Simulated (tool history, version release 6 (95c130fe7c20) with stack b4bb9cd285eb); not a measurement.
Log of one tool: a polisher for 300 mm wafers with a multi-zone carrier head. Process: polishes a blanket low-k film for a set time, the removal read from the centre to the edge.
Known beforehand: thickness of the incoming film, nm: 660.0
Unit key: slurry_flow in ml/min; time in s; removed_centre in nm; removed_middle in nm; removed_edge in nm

run	day	slurry_flow	centre_zone	middle_zone	edge_zone	slurry_solids	time	removed_centre	removed_middle	removed_edge
1	0.000	220	1.00	1.00	1.00	1.00	75	32.479	32.400	32.629
2	0.238	215	0.98	1.01	0.95	0.95	75	30.745	32.020	30.920
3	0.417	215	0.98	1.01	0.95	0.95	93	38.367	39.861	38.973
4	0.546	215	0.98	1.01	0.95	1.15	93	40.582	42.265	41.925
5	0.608	215	0.98	1.01	0.95	1.15	86	37.957	39.006	38.381
6	0.817	215	0.98	1.01	0.95	1.30	86	38.558	40.726	39.780
7	1.067	220	0.96	1.02	0.92	1.10	84	35.346	38.060	36.588

Estimate the outcome of run 8 from the log above:
8	1.121	205	0.95	1.02	0.89	0.95	83	?	?	?

removed_centre: 32.145 nm
removed_middle: 35.482 nm
removed_edge: 33.395 nm

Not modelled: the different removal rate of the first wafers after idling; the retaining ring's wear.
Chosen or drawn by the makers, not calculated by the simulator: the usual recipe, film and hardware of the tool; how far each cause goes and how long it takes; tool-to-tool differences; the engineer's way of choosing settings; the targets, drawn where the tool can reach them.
